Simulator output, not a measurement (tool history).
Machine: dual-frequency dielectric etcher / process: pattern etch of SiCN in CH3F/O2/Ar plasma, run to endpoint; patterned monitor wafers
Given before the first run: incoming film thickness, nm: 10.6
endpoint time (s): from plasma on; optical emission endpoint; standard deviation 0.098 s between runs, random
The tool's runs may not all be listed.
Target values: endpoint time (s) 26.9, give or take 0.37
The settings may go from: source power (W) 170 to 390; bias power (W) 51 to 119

Run 1, day 0: source power (W) 280, bias power (W) 85. Result: endpoint time (s) 29.92.
Run 2, day 0.112: source power (W) 300, bias power (W) 86. Result: endpoint time (s) 28.95.
Run 3, day 0.354: source power (W) 300, bias power (W) 93. Result: endpoint time (s) 28.349.
Run 4, day 0.629: source power (W) 310, bias power (W) 93. Result: endpoint time (s) 28.003.
Run 5, day 0.779: source power (W) 310, bias power (W) 85. Result: endpoint time (s) 28.968.
Run 6, day 0.908: source power (W) 270, bias power (W) 85. Result: endpoint time (s) 30.019.
Run 7, day 1.129: source power (W) 300, bias power (W) 86. Result: endpoint time (s) 28.911.
Run 8, day 1.475: source power (W) 310, bias power (W) 87. Result: endpoint time (s) 28.803.
Run 9, day 1.596: source power (W) 330, bias power (W) 88. Result: endpoint time (s) 28.122.
Run 10, day 1.679: source power (W) 340, bias power (W) 89. Result: endpoint time (s) 27.625.
Run 11, day 1.875: source power (W) 350, bias power (W) 89. Result: endpoint time (s) 27.409.

Which of these 4 next moves meets every target?
Run A, day 2.071: source power (W) 340, bias power (W) 90. Result: endpoint time (s) ?.
Run B, day 2.071: source power (W) 390, bias power (W) 81. Result: endpoint time (s) ?.
Run C, day 2.071: source power (W) 370, bias power (W) 90. Result: endpoint time (s) ?.
Run D, day 2.071: source power (W) 320, bias power (W) 90. Result: endpoint time (s) ?.

move  endpoint time (s)
   A             27.463
   B             27.547
   C             26.815
   D             27.928
A: lands further from the targets than the last run did
B: lands further from the targets than the last run did
C: each result inside its tolerance
D: lands further from the targets than the last run did
The right move is C.

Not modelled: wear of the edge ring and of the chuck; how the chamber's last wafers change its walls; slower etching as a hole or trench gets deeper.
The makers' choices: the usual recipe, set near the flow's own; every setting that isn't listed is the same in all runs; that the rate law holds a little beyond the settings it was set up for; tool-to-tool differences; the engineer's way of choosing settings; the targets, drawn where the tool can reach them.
